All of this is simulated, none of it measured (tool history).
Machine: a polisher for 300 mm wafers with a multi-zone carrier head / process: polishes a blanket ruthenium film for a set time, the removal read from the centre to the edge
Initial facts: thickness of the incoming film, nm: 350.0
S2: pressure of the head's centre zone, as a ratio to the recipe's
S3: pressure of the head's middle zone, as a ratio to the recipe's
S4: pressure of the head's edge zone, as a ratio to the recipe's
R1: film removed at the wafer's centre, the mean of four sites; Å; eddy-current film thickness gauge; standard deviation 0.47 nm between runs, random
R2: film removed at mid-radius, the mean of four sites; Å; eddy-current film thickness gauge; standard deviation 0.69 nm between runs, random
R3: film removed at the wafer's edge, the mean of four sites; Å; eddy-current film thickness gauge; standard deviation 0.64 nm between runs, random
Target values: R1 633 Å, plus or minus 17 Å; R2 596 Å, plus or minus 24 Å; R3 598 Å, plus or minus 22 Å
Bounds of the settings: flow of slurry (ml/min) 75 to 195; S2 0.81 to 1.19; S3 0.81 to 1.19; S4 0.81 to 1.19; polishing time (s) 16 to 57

run 1 hour=0 | flow_of_slurry_(ml/min)=125 S2=1 S3=1 S4=1 polishing_time_(s)=36 | R1=502.17 R2=451.63 R3=439.3
run 2 hour=2 | flow_of_slurry_(ml/min)=125 S2=1 S3=0.92 S4=1 polishing_time_(s)=36 | R1=497.91 R2=420.73 R3=441.09
run 3 hour=7.6 | flow_of_slurry_(ml/min)=125 S2=1 S3=0.92 S4=0.94 polishing_time_(s)=36 | R1=509.95 R2=410.87 R3=438.1
run 4 hour=15.4 | flow_of_slurry_(ml/min)=125 S2=1 S3=0.95 S4=0.94 polishing_time_(s)=36 | R1=503.14 R2=439.7 R3=437.09
run 5 hour=23.9 | flow_of_slurry_(ml/min)=145 S2=1 S3=0.95 S4=0.94 polishing_time_(s)=36 | R1=521.56 R2=440.88 R3=442.85
run 6 hour=25 | flow_of_slurry_(ml/min)=145 S2=0.93 S3=0.95 S4=0.94 polishing_time_(s)=36 | R1=480.56 R2=446.95 R3=445.47
run 7 hour=31.6 | flow_of_slurry_(ml/min)=145 S2=0.93 S3=0.95 S4=0.95 polishing_time_(s)=37 | R1=499.92 R2=457.43 R3=461.28
run 8 hour=34.8 | flow_of_slurry_(ml/min)=145 S2=0.93 S3=0.95 S4=0.96 polishing_time_(s)=38 | R1=505.61 R2=467.89 R3=476.08
run 9 hour=37.1 | flow_of_slurry_(ml/min)=145 S2=0.93 S3=0.95 S4=0.96 polishing_time_(s)=38 | R1=515.1 R2=473.65 R3=477.76
run 10 hour=39.8 | flow_of_slurry_(ml/min)=145 S2=0.93 S3=0.95 S4=0.97 polishing_time_(s)=39 | R1=519.38 R2=480.44 R3=488.83
run 11 hour=46.3 | flow_of_slurry_(ml/min)=145 S2=0.93 S3=0.95 S4=0.98 polishing_time_(s)=40 | R1=536.2 R2=487.12 R3=502.45
run 12 hour=49.7 | flow_of_slurry_(ml/min)=145 S2=0.93 S3=0.96 S4=0.99 polishing_time_(s)=41 | R1=553.77 R2=519.77 R3=508.38
run 13 hour=58.5 | flow_of_slurry_(ml/min)=150 S2=0.93 S3=0.95 S4=0.99 polishing_time_(s)=42 | R1=563.11 R2=519.7 R3=536.11
run 14 hour=59.9 | flow_of_slurry_(ml/min)=150 S2=0.93 S3=0.95 S4=0.99 polishing_time_(s)=42 | R1=560.65 R2=525.71 R3=525
run 15 hour=62.2 | flow_of_slurry_(ml/min)=150 S2=0.93 S3=0.95 S4=0.99 polishing_time_(s)=43 | R1=583.34 R2=546.82 R3=542.11
run 16 hour=65.7 | flow_of_slurry_(ml/min)=155 S2=0.93 S3=0.95 S4=1 polishing_time_(s)=43 | R1=585.27 R2=553.7 R3=540.73
run 17 hour=69.1 | flow_of_slurry_(ml/min)=160 S2=0.92 S3=0.93 S4=1 polishing_time_(s)=45 | R1=601.63 R2=554.52 R3=567.29

Pick the move, out of 5, that brings all results within their allowed miss; only one does.
run A hour=72.5 | flow_of_slurry_(ml/min)=115 S2=0.97 S3=0.89 S4=0.99 polishing_time_(s)=49 | R1=? R2=? R3=?
run B hour=72.5 | flow_of_slurry_(ml/min)=140 S2=1.04 S3=0.99 S4=0.99 polishing_time_(s)=44 | R1=? R2=? R3=?
run C hour=72.5 | flow_of_slurry_(ml/min)=175 S2=0.89 S3=0.86 S4=1.05 polishing_time_(s)=43 | R1=? R2=? R3=?
run D hour=72.5 | flow_of_slurry_(ml/min)=195 S2=0.93 S3=0.98 S4=1.08 polishing_time_(s)=45 | R1=? R2=? R3=?
run E hour=72.5 | flow_of_slurry_(ml/min)=155 S2=0.84 S3=0.97 S4=1.01 polishing_time_(s)=47 | R1=? R2=? R3=?

move=A R1=654.01 R2=555.25 R3=595.78
move=B R1=657.17 R2=560.6 R3=548.45
move=C R1=572.38 R2=511.42 R3=563.7
move=D R1=637.56 R2=599.73 R3=602.52
move=E R1=578.29 R2=600.54 R3=597.83
A: pushes the last run's worst result past its target
B: pushes the last run's worst result past its target
C: its largest miss is bigger than the last run's
D: each result inside its tolerance
E: its largest miss is bigger than the last run's
D meets every target.
